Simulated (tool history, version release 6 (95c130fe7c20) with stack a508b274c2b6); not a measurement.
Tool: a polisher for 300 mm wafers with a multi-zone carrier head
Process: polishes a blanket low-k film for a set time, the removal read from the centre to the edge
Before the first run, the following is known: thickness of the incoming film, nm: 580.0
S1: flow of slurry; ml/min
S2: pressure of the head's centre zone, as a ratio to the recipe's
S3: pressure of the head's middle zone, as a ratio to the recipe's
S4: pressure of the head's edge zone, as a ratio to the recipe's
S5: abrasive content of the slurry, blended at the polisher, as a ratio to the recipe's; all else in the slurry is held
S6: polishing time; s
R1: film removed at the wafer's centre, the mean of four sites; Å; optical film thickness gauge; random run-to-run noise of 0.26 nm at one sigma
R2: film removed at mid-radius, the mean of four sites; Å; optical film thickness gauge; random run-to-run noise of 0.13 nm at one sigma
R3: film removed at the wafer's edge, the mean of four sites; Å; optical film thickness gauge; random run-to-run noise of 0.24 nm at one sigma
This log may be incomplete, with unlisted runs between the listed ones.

run 1 hour=0.0 | S1=300 S2=1.00 S3=1.00 S4=1.00 S5=1.00 S6=84 | R1=294.88 R2=299.45 R3=289.98
run 2 hour=7.0 | S1=295 S2=1.00 S3=0.97 S4=0.99 S5=0.90 S6=81 | R1=272.47 R2=267.21 R3=264.73
run 3 hour=15.1 | S1=295 S2=1.00 S3=0.97 S4=0.99 S5=0.90 S6=96 | R1=321.85 R2=317.24 R3=320.18
run 4 hour=23.6 | S1=295 S2=1.00 S3=0.90 S4=0.99 S5=0.90 S6=96 | R1=322.67 R2=297.99 R3=317.37
run 5 hour=32.1 | S1=290 S2=1.00 S3=0.89 S4=0.98 S5=0.85 S6=91 | R1=287.91 R2=274.21 R3=283.55
run 6 hour=37.1 | S1=290 S2=1.02 S3=0.88 S4=1.00 S5=0.80 S6=87 | R1=278.84 R2=245.83 R3=262.34
run 7 hour=43.5 | S1=265 S2=0.97 S3=0.82 S4=0.98 S5=0.55 S6=67 | R1=154.09 R2=138.72 R3=156.06
run 8 hour=47.5 | S1=280 S2=0.98 S3=0.83 S4=1.00 S5=0.55 S6=67 | R1=154.22 R2=140.78 R3=157.96
run 9 hour=49.3 | S1=280 S2=1.00 S3=0.84 S4=1.02 S5=0.55 S6=67 | R1=156.48 R2=142.09 R3=162.47
run 10 hour=49.9 | S1=325 S2=1.10 S3=0.94 S4=1.05 S5=0.65 S6=67 | R1=195.34 R2=179.15 R3=180.88
run 11 hour=51.6 | S1=315 S2=1.10 S3=0.92 S4=1.05 S5=0.65 S6=67 | R1=200.86 R2=175.95 R3=184.35
run 12 hour=52.4 | S1=310 S2=1.10 S3=0.91 S4=1.05 S5=0.65 S6=67 | R1=196.02 R2=174.90 R3=187.30
run 13 hour=60.1 | S1=310 S2=1.10 S3=0.90 S4=1.04 S5=0.65 S6=67 | R1=204.03 R2=174.04 R3=183.36

What will run 14 give?
run 14 hour=69.1 | S1=310 S2=1.09 S3=0.89 S4=1.04 S5=0.65 S6=67 | R1=? R2=? R3=?

R1: 199.50 Å
R2: 171.42 Å
R3: 186.91 Å
